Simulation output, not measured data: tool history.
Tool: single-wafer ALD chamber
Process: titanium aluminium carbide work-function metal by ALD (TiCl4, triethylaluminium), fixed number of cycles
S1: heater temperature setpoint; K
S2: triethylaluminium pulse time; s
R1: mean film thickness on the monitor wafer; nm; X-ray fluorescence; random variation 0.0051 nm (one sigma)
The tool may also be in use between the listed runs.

{"run": 1, "hour": 0.0, "S1": 558.15, "S2": 10.91, "R1": 1.8304}
{"run": 2, "hour": 5.4, "S1": 562.15, "S2": 11.39, "R1": 1.8776}
{"run": 3, "hour": 6.6, "S1": 562.15, "S2": 13.52, "R1": 1.8771}
{"run": 4, "hour": 10.7, "S1": 566.15, "S2": 13.65, "R1": 1.9243}
{"run": 5, "hour": 14.6, "S1": 558.15, "S2": 13.65, "R1": 1.8484}
{"run": 6, "hour": 17.1, "S1": 551.15, "S2": 13.65, "R1": 1.7868}
{"run": 7, "hour": 20.2, "S1": 557.15, "S2": 14.02, "R1": 1.8386}
{"run": 8, "hour": 26.9, "S1": 561.15, "S2": 14.23, "R1": 1.8856}
{"run": 9, "hour": 32.5, "S1": 564.15, "S2": 14.46, "R1": 1.9146}
{"run": 10, "hour": 40.7, "S1": 566.15, "S2": 14.62, "R1": 1.9269}

Run 11 comes next. What will it give?
{"run": 11, "hour": 47.8, "S1": 568.15, "S2": 14.75, "R1": "?"}

R1: 1.9556 nm
